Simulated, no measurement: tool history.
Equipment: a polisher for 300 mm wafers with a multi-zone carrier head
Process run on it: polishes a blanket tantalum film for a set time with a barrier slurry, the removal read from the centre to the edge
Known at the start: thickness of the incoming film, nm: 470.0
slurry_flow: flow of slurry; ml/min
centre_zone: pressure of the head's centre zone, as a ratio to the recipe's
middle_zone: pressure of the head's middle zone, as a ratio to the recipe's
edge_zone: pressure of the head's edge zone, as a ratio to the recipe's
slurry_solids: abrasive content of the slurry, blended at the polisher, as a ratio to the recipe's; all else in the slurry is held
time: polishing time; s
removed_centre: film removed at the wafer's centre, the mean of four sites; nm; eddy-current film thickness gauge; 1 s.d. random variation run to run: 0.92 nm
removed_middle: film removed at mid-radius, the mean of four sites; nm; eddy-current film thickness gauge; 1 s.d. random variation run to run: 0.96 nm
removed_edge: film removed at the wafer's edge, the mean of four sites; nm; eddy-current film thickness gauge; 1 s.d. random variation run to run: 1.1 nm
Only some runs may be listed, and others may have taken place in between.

run,hour,slurry_flow,centre_zone,middle_zone,edge_zone,slurry_solids,time,removed_centre,removed_middle,removed_edge
1,0,190,1,1,1,1,46,78.762,80.242,78.136
2,3.7,200,0.99,1.02,1.04,1.1,46,81.121,84.459,83.582
3,6.3,210,0.99,1.05,1.07,1.15,46,84.227,87.318,85.74
4,12.2,215,0.98,1.07,1.09,1.2,46,84.135,91.736,87.814
5,16.2,215,0.98,1.07,1.04,1.2,46,85.214,90.09,86.778
6,17.7,215,0.98,1.07,1.04,1.2,35,63.586,67.508,67.58
7,23.5,215,0.97,1.09,1.06,1.3,38,70.928,78.38,73.792
8,31.1,230,0.96,1.09,1.09,1.35,40,73.688,83.084,80.059
9,39.1,240,0.97,1.09,1.11,1.4,41,76.783,87.82,84.138
10,47.7,245,1.02,1.09,1.18,1.5,46,94.31,98.666,97.248

Expected results for the next run?
11,48.3,245,1.01,1.09,1.18,1.5,46,?,?,?

removed_centre: 92.467 nm
removed_middle: 101.31 nm
removed_edge: 98.64 nm

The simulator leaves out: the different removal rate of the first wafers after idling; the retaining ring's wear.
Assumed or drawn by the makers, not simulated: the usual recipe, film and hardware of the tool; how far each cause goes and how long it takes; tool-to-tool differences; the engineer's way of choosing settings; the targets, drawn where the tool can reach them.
